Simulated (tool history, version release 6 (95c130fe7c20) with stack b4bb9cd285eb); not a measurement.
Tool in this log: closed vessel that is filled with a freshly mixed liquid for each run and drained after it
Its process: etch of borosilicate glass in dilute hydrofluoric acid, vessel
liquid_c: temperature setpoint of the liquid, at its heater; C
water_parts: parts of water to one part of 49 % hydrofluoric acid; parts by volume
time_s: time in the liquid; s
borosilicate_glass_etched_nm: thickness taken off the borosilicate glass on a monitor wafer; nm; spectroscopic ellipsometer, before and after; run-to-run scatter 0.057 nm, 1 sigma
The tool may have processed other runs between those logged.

Run 1, day 0.000: liquid_c 25.0 C, water_parts 180 parts by volume, time_s 85 s. Result: borosilicate_glass_etched_nm 16.030 nm.
Run 2, day 0.242: liquid_c 23.5 C, water_parts 185 parts by volume, time_s 85 s. Result: borosilicate_glass_etched_nm 14.671 nm.
Run 3, day 0.604: liquid_c 22.5 C, water_parts 190 parts by volume, time_s 85 s. Result: borosilicate_glass_etched_nm 13.749 nm.
Run 4, day 0.771: liquid_c 22.5 C, water_parts 190 parts by volume, time_s 95 s. Result: borosilicate_glass_etched_nm 15.302 nm.
Run 5, day 1.112: liquid_c 21.5 C, water_parts 195 parts by volume, time_s 95 s. Result: borosilicate_glass_etched_nm 14.193 nm.
Run 6, day 1.354: liquid_c 20.5 C, water_parts 200 parts by volume, time_s 95 s. Result: borosilicate_glass_etched_nm 13.340 nm.
Run 7, day 1.571: liquid_c 20.0 C, water_parts 205 parts by volume, time_s 95 s. Result: borosilicate_glass_etched_nm 12.861 nm.

Run 8 has not been measured yet. What should we expect?
Run 8, day 1.733: liquid_c 19.5 C, water_parts 210 parts by volume, time_s 95 s. Result: borosilicate_glass_etched_nm ?.

{"run 8": {"borosilicate_glass_etched_nm": 11.981}}

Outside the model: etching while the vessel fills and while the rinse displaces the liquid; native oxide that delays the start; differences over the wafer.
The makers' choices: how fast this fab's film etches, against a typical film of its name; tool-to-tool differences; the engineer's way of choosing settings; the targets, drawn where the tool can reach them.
